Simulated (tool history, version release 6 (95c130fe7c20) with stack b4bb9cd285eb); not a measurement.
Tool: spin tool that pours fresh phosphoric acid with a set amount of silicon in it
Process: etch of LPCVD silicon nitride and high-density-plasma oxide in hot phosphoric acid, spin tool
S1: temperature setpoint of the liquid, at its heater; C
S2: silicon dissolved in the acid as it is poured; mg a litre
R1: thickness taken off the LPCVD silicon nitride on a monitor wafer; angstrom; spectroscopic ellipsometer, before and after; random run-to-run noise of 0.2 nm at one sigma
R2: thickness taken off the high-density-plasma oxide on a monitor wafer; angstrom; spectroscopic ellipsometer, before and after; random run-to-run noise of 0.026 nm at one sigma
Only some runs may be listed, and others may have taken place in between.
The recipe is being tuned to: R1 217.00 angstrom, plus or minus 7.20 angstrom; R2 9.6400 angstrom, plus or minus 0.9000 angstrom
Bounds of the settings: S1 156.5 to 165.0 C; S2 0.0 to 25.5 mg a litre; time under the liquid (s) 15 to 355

Run 1, hour 0.0: S1 160.0 C, S2 11.0 mg a litre, time under the liquid (s) 180. Result: R1 181.93 angstrom, R2 8.3825 angstrom.
Run 2, hour 7.1: S1 159.0 C, S2 11.0 mg a litre, time under the liquid (s) 180. Result: R1 173.97 angstrom, R2 7.9856 angstrom.
Run 3, hour 8.2: S1 160.5 C, S2 11.0 mg a litre, time under the liquid (s) 180. Result: R1 183.35 angstrom, R2 9.1115 angstrom.
Run 4, hour 16.7: S1 160.5 C, S2 12.0 mg a litre, time under the liquid (s) 185. Result: R1 190.05 angstrom, R2 8.6862 angstrom.
Run 5, hour 18.6: S1 160.5 C, S2 15.5 mg a litre, time under the liquid (s) 185. Result: R1 190.97 angstrom, R2 7.9911 angstrom.
Run 6, hour 21.0: S1 159.5 C, S2 15.5 mg a litre, time under the liquid (s) 185. Result: R1 179.85 angstrom, R2 8.0444 angstrom.
Run 7, hour 24.4: S1 160.0 C, S2 15.5 mg a litre, time under the liquid (s) 185. Result: R1 185.36 angstrom, R2 8.2135 angstrom.
Run 8, hour 30.0: S1 160.5 C, S2 15.5 mg a litre, time under the liquid (s) 185. Result: R1 189.19 angstrom, R2 8.2060 angstrom.
Run 9, hour 34.6: S1 161.0 C, S2 15.5 mg a litre, time under the liquid (s) 185. Result: R1 190.81 angstrom, R2 8.7519 angstrom.

4 candidate next runs follow, results not yet known. Just one meets every target within its allowed miss. Identify it.
Run A, hour 39.2: S1 160.0 C, S2 18.0 mg a litre, time under the liquid (s) 205. Result: R1 ?, R2 ?.
Run B, hour 39.2: S1 157.5 C, S2 9.0 mg a litre, time under the liquid (s) 240. Result: R1 ?, R2 ?.
Run C, hour 39.2: S1 163.5 C, S2 15.5 mg a litre, time under the liquid (s) 160. Result: R1 ?, R2 ?.
Run D, hour 39.2: S1 163.0 C, S2 8.5 mg a litre, time under the liquid (s) 145. Result: R1 ?, R2 ?.

move      R1      R2
   A  202.99  8.2757
   B  218.41  9.9977
   C  178.03  8.9186
   D  158.69  9.1738
A: closer than the last run, but not yet in spec
B: hits every target within its allowed miss
C: the biggest miss grows against the last run
D: the biggest miss grows against the last run
B is the move that brings every result within its allowed miss.

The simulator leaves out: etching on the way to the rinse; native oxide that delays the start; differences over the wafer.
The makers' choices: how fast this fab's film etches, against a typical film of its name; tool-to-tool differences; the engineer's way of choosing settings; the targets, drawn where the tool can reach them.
